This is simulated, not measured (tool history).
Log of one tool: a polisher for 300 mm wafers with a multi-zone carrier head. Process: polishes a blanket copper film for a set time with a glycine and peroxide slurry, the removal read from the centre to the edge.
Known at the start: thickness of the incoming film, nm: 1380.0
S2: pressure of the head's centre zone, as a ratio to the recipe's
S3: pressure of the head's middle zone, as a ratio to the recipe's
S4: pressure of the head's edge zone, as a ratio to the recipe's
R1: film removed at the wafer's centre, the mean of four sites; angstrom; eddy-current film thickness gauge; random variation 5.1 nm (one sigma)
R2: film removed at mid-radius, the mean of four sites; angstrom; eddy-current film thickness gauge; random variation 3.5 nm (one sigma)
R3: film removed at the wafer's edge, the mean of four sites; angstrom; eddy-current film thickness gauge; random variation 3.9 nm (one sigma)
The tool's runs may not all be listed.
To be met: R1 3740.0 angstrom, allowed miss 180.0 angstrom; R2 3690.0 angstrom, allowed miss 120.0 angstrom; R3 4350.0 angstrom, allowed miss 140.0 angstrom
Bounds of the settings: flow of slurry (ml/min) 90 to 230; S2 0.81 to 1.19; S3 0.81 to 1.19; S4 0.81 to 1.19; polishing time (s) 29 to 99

run 1 hour=0.0 | flow_of_slurry_(ml/min)=150 S2=1.00 S3=1.00 S4=1.00 polishing_time_(s)=64 | R1=3370.5 R2=3079.5 R3=3091.1
run 2 hour=1.3 | flow_of_slurry_(ml/min)=150 S2=1.00 S3=1.00 S4=1.00 polishing_time_(s)=52 | R1=2719.7 R2=2454.4 R3=2524.2
run 3 hour=3.4 | flow_of_slurry_(ml/min)=155 S2=0.96 S3=0.97 S4=1.06 polishing_time_(s)=59 | R1=3015.3 R2=2772.8 R3=2971.4
run 4 hour=9.4 | flow_of_slurry_(ml/min)=160 S2=0.93 S3=0.95 S4=1.10 polishing_time_(s)=64 | R1=3176.4 R2=3029.9 R3=3309.2
run 5 hour=16.5 | flow_of_slurry_(ml/min)=165 S2=0.91 S3=0.93 S4=1.13 polishing_time_(s)=68 | R1=3346.8 R2=3201.2 R3=3494.5
run 6 hour=22.2 | flow_of_slurry_(ml/min)=145 S2=0.91 S3=0.93 S4=1.13 polishing_time_(s)=68 | R1=3221.0 R2=3094.8 R3=3480.4
run 7 hour=25.9 | flow_of_slurry_(ml/min)=145 S2=0.89 S3=0.91 S4=1.15 polishing_time_(s)=72 | R1=3387.0 R2=3240.1 R3=3715.6
-- hour=31.9 centre zone pressure recalibrated
run 8 hour=31.9 | flow_of_slurry_(ml/min)=180 S2=0.81 S3=0.87 S4=1.19 polishing_time_(s)=81 | R1=3312.2 R2=3664.9 R3=4333.5
run 9 hour=32.8 | flow_of_slurry_(ml/min)=180 S2=0.83 S3=0.87 S4=1.19 polishing_time_(s)=81 | R1=3357.9 R2=3727.3 R3=4283.7

5 next moves are on the table. One of them brings every result within its allowed miss. Which?
run A hour=33.7 | flow_of_slurry_(ml/min)=170 S2=0.88 S3=0.83 S4=1.15 polishing_time_(s)=83 | R1=? R2=? R3=?
run B hour=33.7 | flow_of_slurry_(ml/min)=195 S2=0.82 S3=0.85 S4=1.18 polishing_time_(s)=80 | R1=? R2=? R3=?
run C hour=33.7 | flow_of_slurry_(ml/min)=200 S2=0.90 S3=0.92 S4=1.06 polishing_time_(s)=81 | R1=? R2=? R3=?
run D hour=33.7 | flow_of_slurry_(ml/min)=125 S2=1.06 S3=0.84 S4=1.15 polishing_time_(s)=87 | R1=? R2=? R3=?
run E hour=33.7 | flow_of_slurry_(ml/min)=180 S2=0.88 S3=0.93 S4=1.11 polishing_time_(s)=78 | R1=? R2=? R3=?

move=A R1=3695.1 R2=3738.9 R3=4338.3
move=B R1=3401.1 R2=3730.7 R3=4293.5
move=C R1=3800.0 R2=3948.6 R3=4181.6
move=D R1=4349.5 R2=3697.6 R3=4345.0
move=E R1=3512.1 R2=3761.9 R3=4047.0
A: meets every target
B: nearer than the last run, and not there yet
C: brings the result that was furthest off to its target, and leaves another outside
D: takes the result that was furthest off past its target
E: as far off as the last run
Answer: A
